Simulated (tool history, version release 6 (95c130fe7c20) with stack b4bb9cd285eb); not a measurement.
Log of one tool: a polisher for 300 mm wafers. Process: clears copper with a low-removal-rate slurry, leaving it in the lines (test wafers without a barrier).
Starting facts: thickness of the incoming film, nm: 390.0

run  hour  flow of slurry (ml/min)  pressure of the wafer on the pad (kPa)  speed of the pad under the wafer (m/s)  abrasive content of the slurry  overpolish time after the end point (s)  time until the end point was called (s)  dishing of a wide line in a test structure (angstrom)
  1   0.0                      315                                    25.5                                    1.40                            1.00                                       23                                   80.817                                                 756.13
  2   3.9                      315                                    25.5                                    1.40                            1.00                                       32                                   82.318                                                 934.89
  3   7.5                      375                                    25.5                                    1.40                            1.00                                       32                                   81.654                                                 927.22
  4   9.5                      375                                    25.5                                    1.40                            1.00                                       38                                   80.099                                                1076.40
  5  17.5                      395                                    24.1                                    1.54                            1.05                                       32                                   79.210                                                 944.31
  6  20.2                      415                                    26.2                                    1.52                            0.95                                       27                                   73.521                                                 915.59
  7  26.0                      370                                    25.5                                    1.62                            1.05                                       23                                   72.383                                                 803.18
  8  34.9                      380                                    25.5                                    1.72                            1.15                                       20                                   67.498                                                 754.08
  9  36.0                      470                                    21.4                                    2.10                            1.40                                        9                                   65.059                                                 406.36
 10  43.4                      475                                    22.1                                    2.12                            1.40                                        9                                   64.475                                                 407.99
 11  51.7                      475                                    22.1                                    2.12                            1.40                                        9                                   63.443                                                 417.86

Run 12, settings as shown, results not yet in. Your forecast:
 12  53.6                      490                                    26.9                                    2.16                            1.50                                        7                                        ?                                                      ?

{"run 12": {"time until the end point was called (s)": 51.013, "dishing of a wide line in a test structure (angstrom)": 407.5}}

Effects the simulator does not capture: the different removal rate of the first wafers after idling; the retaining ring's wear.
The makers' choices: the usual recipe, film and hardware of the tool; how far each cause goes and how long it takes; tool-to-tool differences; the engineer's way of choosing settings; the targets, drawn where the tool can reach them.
